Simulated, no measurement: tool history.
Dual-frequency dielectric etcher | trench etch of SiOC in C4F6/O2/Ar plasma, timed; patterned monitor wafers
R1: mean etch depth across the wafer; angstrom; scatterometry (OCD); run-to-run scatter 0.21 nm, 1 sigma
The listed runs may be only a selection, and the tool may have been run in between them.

run 1 hour=0 | source_power_(kW)=0.48 bias_power_(kW)=0.235 etch_time_(s)=17.5 | R1=436.11
run 2 hour=4.9 | source_power_(kW)=0.48 bias_power_(kW)=0.235 etch_time_(s)=18 | R1=451.4
run 3 hour=10.5 | source_power_(kW)=0.45 bias_power_(kW)=0.227 etch_time_(s)=18 | R1=439.15
run 4 hour=14.7 | source_power_(kW)=0.43 bias_power_(kW)=0.219 etch_time_(s)=18 | R1=428.54
run 5 hour=16.6 | source_power_(kW)=0.41 bias_power_(kW)=0.212 etch_time_(s)=18 | R1=417.58
run 6 hour=20.6 | source_power_(kW)=0.39 bias_power_(kW)=0.208 etch_time_(s)=18 | R1=406.87
run 7 hour=25.2 | source_power_(kW)=0.38 bias_power_(kW)=0.205 etch_time_(s)=18 | R1=404.53

Estimate the outcome of run 8 from the log above:
run 8 hour=27.3 | source_power_(kW)=0.37 bias_power_(kW)=0.202 etch_time_(s)=18 | R1=?

{"run 8": {"R1": 400.97}}
